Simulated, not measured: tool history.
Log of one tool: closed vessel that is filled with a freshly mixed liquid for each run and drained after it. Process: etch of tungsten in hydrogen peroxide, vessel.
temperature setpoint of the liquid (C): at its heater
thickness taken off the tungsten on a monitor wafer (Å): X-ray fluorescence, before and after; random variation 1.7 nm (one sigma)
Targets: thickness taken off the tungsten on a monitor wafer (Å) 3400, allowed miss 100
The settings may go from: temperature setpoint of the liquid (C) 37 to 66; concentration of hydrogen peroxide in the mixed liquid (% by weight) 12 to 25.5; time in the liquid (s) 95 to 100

run,hour,temperature setpoint of the liquid (C),concentration of hydrogen peroxide in the mixed liquid (% by weight),time in the liquid (s),thickness taken off the tungsten on a monitor wafer (Å)
1,0,53,17.5,95,2227.5
2,7.1,53,17.5,100,2332.6
3,13.7,54.5,17.5,100,2578.2
4,16.7,54.5,14.5,100,2337.7
5,22.3,54.5,13,100,2208
6,31.4,56.5,13,100,2490.6
7,36.7,58,13,100,2720.8
8,42.4,59,13,100,2914.5
9,43.7,59.5,13,100,2949.8
10,51.2,60,13,100,3042.5
11,59.6,60.5,13,100,3138.1
12,60.4,61,13,100,3210.9

Which of these 4 next moves meets every target?
A,61.2,63.5,13,100,?
B,61.2,59.5,17,100,?
C,61.2,63.5,12.5,100,?
D,61.2,58,14.5,100,?

move,thickness taken off the tungsten on a monitor wafer (Å)
A,3736
B,3401.3
C,3663.4
D,2879.8
A: takes the result that was furthest off past its target
B: meets every target
C: takes the result that was furthest off past its target
D: further off than the last run
Answer: B
